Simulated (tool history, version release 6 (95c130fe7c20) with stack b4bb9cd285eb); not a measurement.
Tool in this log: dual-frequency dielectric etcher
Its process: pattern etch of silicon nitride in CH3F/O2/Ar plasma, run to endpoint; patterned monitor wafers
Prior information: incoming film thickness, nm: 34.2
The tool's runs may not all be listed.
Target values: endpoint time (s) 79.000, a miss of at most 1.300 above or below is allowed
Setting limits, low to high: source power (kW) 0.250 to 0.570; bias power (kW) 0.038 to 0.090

run 1 hour=0.0 | source_power_(kW)=0.410 bias_power_(kW)=0.064 | endpoint_time_(s)=53.721
run 2 hour=2.0 | source_power_(kW)=0.380 bias_power_(kW)=0.059 | endpoint_time_(s)=58.560
run 3 hour=9.1 | source_power_(kW)=0.380 bias_power_(kW)=0.068 | endpoint_time_(s)=54.087
run 4 hour=14.6 | source_power_(kW)=0.380 bias_power_(kW)=0.063 | endpoint_time_(s)=56.285
run 5 hour=23.4 | source_power_(kW)=0.420 bias_power_(kW)=0.063 | endpoint_time_(s)=53.438
run 6 hour=26.4 | source_power_(kW)=0.380 bias_power_(kW)=0.063 | endpoint_time_(s)=56.255
run 7 hour=30.4 | source_power_(kW)=0.380 bias_power_(kW)=0.063 | endpoint_time_(s)=56.064
run 8 hour=39.1 | source_power_(kW)=0.360 bias_power_(kW)=0.058 | endpoint_time_(s)=60.361
-- hour=47.2 bias power generator calibrated
run 9 hour=47.2 | source_power_(kW)=0.340 bias_power_(kW)=0.055 | endpoint_time_(s)=62.833
run 10 hour=49.4 | source_power_(kW)=0.320 bias_power_(kW)=0.052 | endpoint_time_(s)=66.623
run 11 hour=55.6 | source_power_(kW)=0.310 bias_power_(kW)=0.050 | endpoint_time_(s)=69.705
run 12 hour=63.8 | source_power_(kW)=0.300 bias_power_(kW)=0.049 | endpoint_time_(s)=72.201

Next run, 4 choices. One meets every target within its allowed miss, the rest don't. Which?
run A hour=72.0 | source_power_(kW)=0.260 bias_power_(kW)=0.048 | endpoint_time_(s)=?
run B hour=72.0 | source_power_(kW)=0.290 bias_power_(kW)=0.046 | endpoint_time_(s)=?
run C hour=72.0 | source_power_(kW)=0.250 bias_power_(kW)=0.046 | endpoint_time_(s)=?
run D hour=72.0 | source_power_(kW)=0.300 bias_power_(kW)=0.046 | endpoint_time_(s)=?

move=A endpoint_time_(s)=78.606
move=B endpoint_time_(s)=75.796
move=C endpoint_time_(s)=82.629
move=D endpoint_time_(s)=74.370
A: hits every target within its allowed miss
B: moves toward the targets from the last run without getting all of them in spec
C: moves the result that the last run missed by most past its target, out the other side
D: moves toward the targets from the last run without getting all of them in spec
Answer: A

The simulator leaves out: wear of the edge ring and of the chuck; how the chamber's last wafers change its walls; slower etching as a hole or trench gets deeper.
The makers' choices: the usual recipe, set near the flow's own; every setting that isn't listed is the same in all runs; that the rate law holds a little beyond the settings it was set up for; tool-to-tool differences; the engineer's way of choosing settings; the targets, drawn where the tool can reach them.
